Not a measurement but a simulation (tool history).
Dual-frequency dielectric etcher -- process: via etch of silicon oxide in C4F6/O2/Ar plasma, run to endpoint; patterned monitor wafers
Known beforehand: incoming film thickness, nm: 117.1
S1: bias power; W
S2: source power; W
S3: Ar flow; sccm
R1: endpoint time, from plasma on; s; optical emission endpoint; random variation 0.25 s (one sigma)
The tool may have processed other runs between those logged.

{"run": 1, "hour": 0.0, "S1": 583, "S2": 360, "S3": 321, "R1": 26.383}
{"run": 2, "hour": 4.2, "S1": 583, "S2": 360, "S3": 277, "R1": 25.604}
{"run": 3, "hour": 12.3, "S1": 583, "S2": 330, "S3": 277, "R1": 26.764}
{"run": 4, "hour": 17.0, "S1": 583, "S2": 330, "S3": 229, "R1": 26.393}
{"run": 5, "hour": 22.4, "S1": 583, "S2": 370, "S3": 229, "R1": 25.601}
{"run": 6, "hour": 29.5, "S1": 550, "S2": 360, "S3": 231, "R1": 26.215}
{"run": 7, "hour": 32.6, "S1": 523, "S2": 350, "S3": 233, "R1": 27.156}
{"run": 8, "hour": 34.5, "S1": 500, "S2": 340, "S3": 234, "R1": 28.098}
{"run": 9, "hour": 40.1, "S1": 481, "S2": 340, "S3": 235, "R1": 28.178}
{"run": 10, "hour": 40.8, "S1": 463, "S2": 330, "S3": 236, "R1": 29.027}
{"run": 11, "hour": 49.5, "S1": 448, "S2": 330, "S3": 237, "R1": 29.531}
{"run": 12, "hour": 53.8, "S1": 436, "S2": 330, "S3": 238, "R1": 29.525}

Estimate the outcome of run 13 from the log above:
{"run": 13, "hour": 57.0, "S1": 436, "S2": 330, "S3": 238, "R1": "?"}

R1: 29.83 s
